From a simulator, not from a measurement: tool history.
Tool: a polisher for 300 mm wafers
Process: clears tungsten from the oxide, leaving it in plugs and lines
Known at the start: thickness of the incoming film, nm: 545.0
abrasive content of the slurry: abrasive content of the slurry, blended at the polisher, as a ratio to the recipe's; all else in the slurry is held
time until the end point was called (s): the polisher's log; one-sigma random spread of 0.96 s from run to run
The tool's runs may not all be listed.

| run | hour | flow of slurry (ml/min) | pressure of the wafer on the pad (kPa) | speed of the pad under the wafer (cm/s) | abrasive content of the slurry | overpolish time after the end point (s) | time until the end point was called (s) |
|---|---|---|---|---|---|---|---|
| 1 | 0.0 | 195 | 16.5 | 128 | 1.0 | 15 | 156.32 |
| 2 | 6.6 | 195 | 16.5 | 128 | 1.0 | 15 | 156.74 |
| 3 | 14.2 | 205 | 17.9 | 128 | 1.0 | 15 | 142.86 |
| 4 | 16.7 | 215 | 19.3 | 128 | 1.0 | 15 | 131.59 |
| 5 | 18.5 | 215 | 19.3 | 108 | 1.0 | 15 | 154.94 |
| 6 | 20.9 | 220 | 20.7 | 108 | 1.0 | 15 | 144.00 |
| 7 | 22.5 | 225 | 22.1 | 108 | 1.0 | 15 | 137.90 |

Estimate the outcome of run 8 from the log above:
| 8 | 31.1 | 235 | 23.4 | 108 | 1.0 | 15 | ? |

Run 8 measured time until the end point was called (s) 126.09.

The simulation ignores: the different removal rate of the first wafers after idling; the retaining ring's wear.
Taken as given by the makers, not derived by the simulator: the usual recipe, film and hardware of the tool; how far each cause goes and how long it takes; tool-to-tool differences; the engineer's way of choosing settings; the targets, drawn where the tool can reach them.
